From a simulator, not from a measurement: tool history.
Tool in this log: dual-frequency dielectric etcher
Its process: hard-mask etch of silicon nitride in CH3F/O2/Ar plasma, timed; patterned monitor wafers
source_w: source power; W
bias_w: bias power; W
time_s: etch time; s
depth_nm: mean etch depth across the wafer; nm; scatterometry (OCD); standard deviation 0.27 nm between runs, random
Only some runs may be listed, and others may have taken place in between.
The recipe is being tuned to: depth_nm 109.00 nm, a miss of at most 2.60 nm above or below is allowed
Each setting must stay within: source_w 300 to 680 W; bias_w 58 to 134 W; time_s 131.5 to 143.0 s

run 1 day=0.000 | source_w=490 bias_w=96 time_s=143.0 | depth_nm=124.87
run 2 day=0.112 | source_w=470 bias_w=95 time_s=143.0 | depth_nm=122.79
run 3 day=0.146 | source_w=470 bias_w=105 time_s=143.0 | depth_nm=126.89
run 4 day=0.475 | source_w=450 bias_w=103 time_s=142.5 | depth_nm=123.89
run 5 day=0.692 | source_w=430 bias_w=102 time_s=142.0 | depth_nm=121.41
run 6 day=0.796 | source_w=420 bias_w=101 time_s=142.0 | depth_nm=120.38
run 7 day=1.029 | source_w=410 bias_w=100 time_s=141.5 | depth_nm=118.49
run 8 day=1.146 | source_w=410 bias_w=100 time_s=141.5 | depth_nm=118.72
run 9 day=1.392 | source_w=400 bias_w=99 time_s=141.5 | depth_nm=117.33

5 candidate next runs follow, results not yet known. Just one meets every target within its allowed miss. Identify it.
run A day=1.638 | source_w=510 bias_w=96 time_s=143.0 | depth_nm=?
run B day=1.638 | source_w=300 bias_w=119 time_s=131.5 | depth_nm=?
run C day=1.638 | source_w=440 bias_w=100 time_s=143.0 | depth_nm=?
run D day=1.638 | source_w=370 bias_w=76 time_s=136.0 | depth_nm=?
run E day=1.638 | source_w=370 bias_w=87 time_s=138.0 | depth_nm=?

move=A depth_nm=127.77
move=B depth_nm=105.92
move=C depth_nm=123.21
move=D depth_nm=103.70
move=E depth_nm=108.73
A: its largest miss is bigger than the last run's
B: carries the result that was furthest off beyond its target, to the other side
C: its largest miss is bigger than the last run's
D: carries the result that was furthest off beyond its target, to the other side
E: all results land within tolerance of their targets
Go with E: it meets all targets.
